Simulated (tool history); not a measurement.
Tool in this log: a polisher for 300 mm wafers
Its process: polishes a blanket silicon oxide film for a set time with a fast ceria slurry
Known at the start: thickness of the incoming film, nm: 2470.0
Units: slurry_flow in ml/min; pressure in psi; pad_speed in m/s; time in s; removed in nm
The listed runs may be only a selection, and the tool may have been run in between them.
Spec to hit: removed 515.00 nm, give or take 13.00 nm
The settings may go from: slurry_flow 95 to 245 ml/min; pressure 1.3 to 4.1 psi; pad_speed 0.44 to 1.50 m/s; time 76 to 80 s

{"run": 1, "hour": 0.0, "slurry_flow": 155, "pressure": 2.7, "pad_speed": 0.96, "time": 76, "removed": 1051.5}
{"run": 2, "hour": 8.8, "slurry_flow": 155, "pressure": 2.7, "pad_speed": 1.16, "time": 76, "removed": 1270.2}
{"run": 3, "hour": 15.3, "slurry_flow": 150, "pressure": 2.5, "pad_speed": 1.1, "time": 76, "removed": 1116.9}
{"run": 4, "hour": 23.3, "slurry_flow": 175, "pressure": 2.5, "pad_speed": 1.1, "time": 76, "removed": 1141.0}
{"run": 5, "hour": 30.4, "slurry_flow": 175, "pressure": 3.1, "pad_speed": 1.1, "time": 76, "removed": 1377.0}
{"run": 6, "hour": 36.8, "slurry_flow": 175, "pressure": 3.6, "pad_speed": 1.1, "time": 76, "removed": 1552.5}
{"run": 7, "hour": 40.7, "slurry_flow": 170, "pressure": 3.3, "pad_speed": 1.04, "time": 76, "removed": 1353.8}
{"run": 8, "hour": 46.8, "slurry_flow": 165, "pressure": 3.0, "pad_speed": 0.98, "time": 76, "removed": 1173.2}

Which single option among these 5 for the next run brings every result within its allowed miss of target? Just one does.
{"run": "A", "hour": 52.9, "slurry_flow": 140, "pressure": 2.1, "pad_speed": 0.62, "time": 76, "removed": "?"}
{"run": "B", "hour": 52.9, "slurry_flow": 145, "pressure": 1.9, "pad_speed": 0.6, "time": 76, "removed": "?"}
{"run": "C", "hour": 52.9, "slurry_flow": 150, "pressure": 1.8, "pad_speed": 0.7, "time": 76, "removed": "?"}
{"run": "D", "hour": 52.9, "slurry_flow": 145, "pressure": 2.0, "pad_speed": 0.6, "time": 76, "removed": "?"}
{"run": "E", "hour": 52.9, "slurry_flow": 135, "pressure": 2.5, "pad_speed": 0.48, "time": 76, "removed": "?"}

move=A removed=548.65
move=B removed=494.50
move=C removed=552.87
move=D removed=515.01
move=E removed=492.60
A: nearer the targets than the last run, but a result is still out of spec
B: carries the result that was furthest off beyond its target, to the other side
C: nearer the targets than the last run, but a result is still out of spec
D: every result within its allowed miss
E: carries the result that was furthest off beyond its target, to the other side
Answer: D
